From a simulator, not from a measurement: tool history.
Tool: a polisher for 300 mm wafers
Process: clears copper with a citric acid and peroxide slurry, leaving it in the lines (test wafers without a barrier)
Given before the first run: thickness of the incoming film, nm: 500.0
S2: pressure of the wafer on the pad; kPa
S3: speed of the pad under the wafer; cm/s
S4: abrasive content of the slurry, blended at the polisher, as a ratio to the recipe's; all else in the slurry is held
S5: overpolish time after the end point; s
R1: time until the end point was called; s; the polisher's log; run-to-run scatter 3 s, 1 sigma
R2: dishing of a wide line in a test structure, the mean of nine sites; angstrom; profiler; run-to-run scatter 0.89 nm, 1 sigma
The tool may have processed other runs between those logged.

run 1 hour=0 | flow_of_slurry_(ml/min)=300 S2=26.2 S3=106 S4=1 S5=29 | R1=160.56 R2=500.19
run 2 hour=2.7 | flow_of_slurry_(ml/min)=300 S2=24.8 S3=106 S4=1 S5=29 | R1=170.01 R2=476.44
run 3 hour=8.9 | flow_of_slurry_(ml/min)=300 S2=24.8 S3=94 S4=1 S5=29 | R1=189.47 R2=433.2
run 4 hour=16.9 | flow_of_slurry_(ml/min)=300 S2=24.8 S3=94 S4=1 S5=22 | R1=184.15 R2=367.79
run 5 hour=19.6 | flow_of_slurry_(ml/min)=300 S2=24.1 S3=94 S4=1 S5=24 | R1=192.8 R2=371.93
-- hour=25.7 slurry blender recalibrated
run 6 hour=25.7 | flow_of_slurry_(ml/min)=300 S2=24.1 S3=94 S4=1 S5=25 | R1=175.06 R2=397.21
run 7 hour=31.2 | flow_of_slurry_(ml/min)=300 S2=22.8 S3=92 S4=1 S5=27 | R1=196.57 R2=403.89

The next listed run, before its measurement:
run 8 hour=38.9 | flow_of_slurry_(ml/min)=300 S2=22.1 S3=92 S4=1 S5=27 | R1=? R2=?

{"run 8": {"R1": 200.06, "R2": 386.49}}
